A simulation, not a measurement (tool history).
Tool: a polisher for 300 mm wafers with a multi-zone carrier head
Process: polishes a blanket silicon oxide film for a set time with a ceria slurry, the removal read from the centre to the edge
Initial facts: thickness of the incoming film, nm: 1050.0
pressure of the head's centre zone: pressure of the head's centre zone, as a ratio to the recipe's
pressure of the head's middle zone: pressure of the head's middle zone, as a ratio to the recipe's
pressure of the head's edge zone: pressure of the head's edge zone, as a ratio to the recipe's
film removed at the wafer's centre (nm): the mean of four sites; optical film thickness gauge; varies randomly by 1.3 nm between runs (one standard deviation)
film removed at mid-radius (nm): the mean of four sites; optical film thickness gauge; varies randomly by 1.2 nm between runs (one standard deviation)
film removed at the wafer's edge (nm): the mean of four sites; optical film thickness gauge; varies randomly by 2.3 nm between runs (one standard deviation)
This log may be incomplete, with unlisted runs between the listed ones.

| run | hour | flow of slurry (ml/min) | pressure of the head's centre zone | pressure of the head's middle zone | pressure of the head's edge zone | polishing time (s) | film removed at the wafer's centre (nm) | film removed at mid-radius (nm) | film removed at the wafer's edge (nm) |
|---|---|---|---|---|---|---|---|---|---|
| 1 | 0 | 270 | 1 | 1 | 1 | 70 | 238.23 | 239.98 | 236.77 |
| 2 | 7.3 | 270 | 1 | 1 | 1 | 79 | 266.22 | 269.76 | 274.57 |
| 3 | 8.4 | 270 | 0.98 | 0.97 | 0.97 | 76 | 253.43 | 256.93 | 257.4 |
| 4 | 14.1 | 270 | 0.98 | 0.97 | 0.97 | 60 | 201.01 | 201.24 | 201.76 |
| 5 | 20.9 | 260 | 0.98 | 0.96 | 0.96 | 60 | 199.43 | 200.17 | 199.96 |
| 6 | 23.1 | 330 | 0.98 | 0.96 | 0.96 | 60 | 203.48 | 203.7 | 201.05 |
| 7 | 24.3 | 330 | 0.98 | 0.96 | 0.96 | 60 | 205.23 | 201.43 | 202.01 |
| 8 | 31.9 | 325 | 0.97 | 0.95 | 0.95 | 60 | 201.78 | 202.93 | 202.17 |

For run 9, what comes out?
| 9 | 35.4 | 320 | 0.97 | 0.94 | 0.94 | 60 | ? | ? | ? |

film removed at the wafer's centre (nm): 202.93
film removed at mid-radius (nm): 202.48
film removed at the wafer's edge (nm): 202.62

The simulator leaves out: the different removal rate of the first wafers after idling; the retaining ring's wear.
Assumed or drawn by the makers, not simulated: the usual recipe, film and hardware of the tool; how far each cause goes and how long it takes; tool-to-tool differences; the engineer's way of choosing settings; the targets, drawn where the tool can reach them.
